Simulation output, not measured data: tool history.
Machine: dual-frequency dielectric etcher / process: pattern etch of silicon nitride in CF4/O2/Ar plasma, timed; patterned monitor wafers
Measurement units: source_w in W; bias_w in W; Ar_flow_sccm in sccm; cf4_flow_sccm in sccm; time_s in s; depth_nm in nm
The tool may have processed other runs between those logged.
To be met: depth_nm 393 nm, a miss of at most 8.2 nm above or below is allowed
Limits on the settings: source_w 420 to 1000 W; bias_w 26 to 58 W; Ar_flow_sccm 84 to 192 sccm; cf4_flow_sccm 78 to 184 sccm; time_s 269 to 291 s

Run 1, hour 0: source_w 710 W, bias_w 42 W, Ar_flow_sccm 138 sccm, cf4_flow_sccm 131 sccm, time_s 291 s. Result: depth_nm 697.29 nm.
Run 2, hour 5.9: source_w 650 W, bias_w 39 W, Ar_flow_sccm 143 sccm, cf4_flow_sccm 125 sccm, time_s 287 s. Result: depth_nm 608.58 nm.
Run 3, hour 14.5: source_w 610 W, bias_w 37 W, Ar_flow_sccm 146 sccm, cf4_flow_sccm 124 sccm, time_s 286.5 s. Result: depth_nm 555.45 nm.
Run 4, hour 16.1: source_w 610 W, bias_w 37 W, Ar_flow_sccm 168 sccm, cf4_flow_sccm 124 sccm, time_s 286.5 s. Result: depth_nm 544.82 nm.
Run 5, hour 19.7: source_w 610 W, bias_w 37 W, Ar_flow_sccm 168 sccm, cf4_flow_sccm 135 sccm, time_s 286.5 s. Result: depth_nm 550.83 nm.
Run 6, hour 20.8: source_w 570 W, bias_w 36 W, Ar_flow_sccm 169 sccm, cf4_flow_sccm 134 sccm, time_s 286.5 s. Result: depth_nm 508.34 nm.
Run 7, hour 29.6: source_w 540 W, bias_w 35 W, Ar_flow_sccm 170 sccm, cf4_flow_sccm 134 sccm, time_s 286.5 s. Result: depth_nm 476.7 nm.
Run 8, hour 35.9: source_w 520 W, bias_w 35 W, Ar_flow_sccm 170 sccm, cf4_flow_sccm 134 sccm, time_s 286.5 s. Result: depth_nm 460.07 nm.
Run 9, hour 42.4: source_w 420 W, bias_w 32 W, Ar_flow_sccm 174 sccm, cf4_flow_sccm 132 sccm, time_s 286 s. Result: depth_nm 351.39 nm.
Run 10, hour 46: source_w 430 W, bias_w 32 W, Ar_flow_sccm 174 sccm, cf4_flow_sccm 132 sccm, time_s 286 s. Result: depth_nm 361.58 nm.
Run 11, hour 50: source_w 440 W, bias_w 32 W, Ar_flow_sccm 174 sccm, cf4_flow_sccm 132 sccm, time_s 286 s. Result: depth_nm 372.9 nm.
Run 12, hour 52.3: source_w 450 W, bias_w 32 W, Ar_flow_sccm 174 sccm, cf4_flow_sccm 132 sccm, time_s 286 s. Result: depth_nm 380.78 nm.

4 next moves are on the table. One of them brings every result within its allowed miss. Which?
Run A, hour 54.6: source_w 520 W, bias_w 28 W, Ar_flow_sccm 157 sccm, cf4_flow_sccm 113 sccm, time_s 282.5 s. Result: depth_nm ?.
Run B, hour 54.6: source_w 470 W, bias_w 37 W, Ar_flow_sccm 190 sccm, cf4_flow_sccm 146 sccm, time_s 269 s. Result: depth_nm ?.
Run C, hour 54.6: source_w 470 W, bias_w 36 W, Ar_flow_sccm 178 sccm, cf4_flow_sccm 149 sccm, time_s 284 s. Result: depth_nm ?.
Run D, hour 54.6: source_w 480 W, bias_w 26 W, Ar_flow_sccm 155 sccm, cf4_flow_sccm 137 sccm, time_s 269 s. Result: depth_nm ?.

move  depth_nm
   A     419.2
   B     392.3
   C     416.6
   D    373.81
A: takes the result that was furthest off past its target
B: every result lands within tolerance
C: takes the result that was furthest off past its target
D: lands further from the targets than the last run did
So the answer is move B, the one that meets all the targets.

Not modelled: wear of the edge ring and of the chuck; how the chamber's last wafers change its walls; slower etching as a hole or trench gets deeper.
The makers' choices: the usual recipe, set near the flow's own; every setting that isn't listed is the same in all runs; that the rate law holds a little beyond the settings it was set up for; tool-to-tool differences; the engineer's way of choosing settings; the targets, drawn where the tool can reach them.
